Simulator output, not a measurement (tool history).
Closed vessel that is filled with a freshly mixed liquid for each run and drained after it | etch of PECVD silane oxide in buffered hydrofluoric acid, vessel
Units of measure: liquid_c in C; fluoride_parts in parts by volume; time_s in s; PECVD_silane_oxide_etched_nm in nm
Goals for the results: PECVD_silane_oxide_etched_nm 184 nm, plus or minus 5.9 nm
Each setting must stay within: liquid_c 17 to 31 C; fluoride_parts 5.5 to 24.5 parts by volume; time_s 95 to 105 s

{"run": 1, "hour": 0.0, "liquid_c": 23, "fluoride_parts": 15, "time_s": 95, "PECVD_silane_oxide_etched_nm": 209.17}
{"run": 2, "hour": 1.7, "liquid_c": 22.5, "fluoride_parts": 15, "time_s": 95, "PECVD_silane_oxide_etched_nm": 204.51}
{"run": 3, "hour": 6.2, "liquid_c": 22.5, "fluoride_parts": 15, "time_s": 95, "PECVD_silane_oxide_etched_nm": 207.61}
{"run": 4, "hour": 14.6, "liquid_c": 22.5, "fluoride_parts": 19, "time_s": 95, "PECVD_silane_oxide_etched_nm": 164.63}
{"run": 5, "hour": 18.0, "liquid_c": 22.5, "fluoride_parts": 21, "time_s": 95, "PECVD_silane_oxide_etched_nm": 151.72}
{"run": 6, "hour": 23.4, "liquid_c": 22.5, "fluoride_parts": 21, "time_s": 95, "PECVD_silane_oxide_etched_nm": 151.41}
{"run": 7, "hour": 26.1, "liquid_c": 23, "fluoride_parts": 21, "time_s": 95, "PECVD_silane_oxide_etched_nm": 153.78}
{"run": 8, "hour": 29.2, "liquid_c": 27, "fluoride_parts": 21, "time_s": 95, "PECVD_silane_oxide_etched_nm": 191.35}

Which of these 5 next moves meets every target?
{"run": "A", "hour": 32.3, "liquid_c": 27, "fluoride_parts": 21.5, "time_s": 100, "PECVD_silane_oxide_etched_nm": "?"}
{"run": "B", "hour": 32.3, "liquid_c": 25.5, "fluoride_parts": 19.5, "time_s": 100, "PECVD_silane_oxide_etched_nm": "?"}
{"run": "C", "hour": 32.3, "liquid_c": 28, "fluoride_parts": 24.5, "time_s": 95, "PECVD_silane_oxide_etched_nm": "?"}
{"run": "D", "hour": 32.3, "liquid_c": 26.5, "fluoride_parts": 23, "time_s": 105, "PECVD_silane_oxide_etched_nm": "?"}
{"run": "E", "hour": 32.3, "liquid_c": 26.5, "fluoride_parts": 22.5, "time_s": 105, "PECVD_silane_oxide_etched_nm": "?"}

move=A PECVD_silane_oxide_etched_nm=200.51
move=B PECVD_silane_oxide_etched_nm=199.23
move=C PECVD_silane_oxide_etched_nm=183.77
move=D PECVD_silane_oxide_etched_nm=195.67
move=E PECVD_silane_oxide_etched_nm=198.64
A: further off than the last run
B: further off than the last run
C: meets every target
D: further off than the last run
E: further off than the last run
So the answer is move C, the one that meets all the targets.
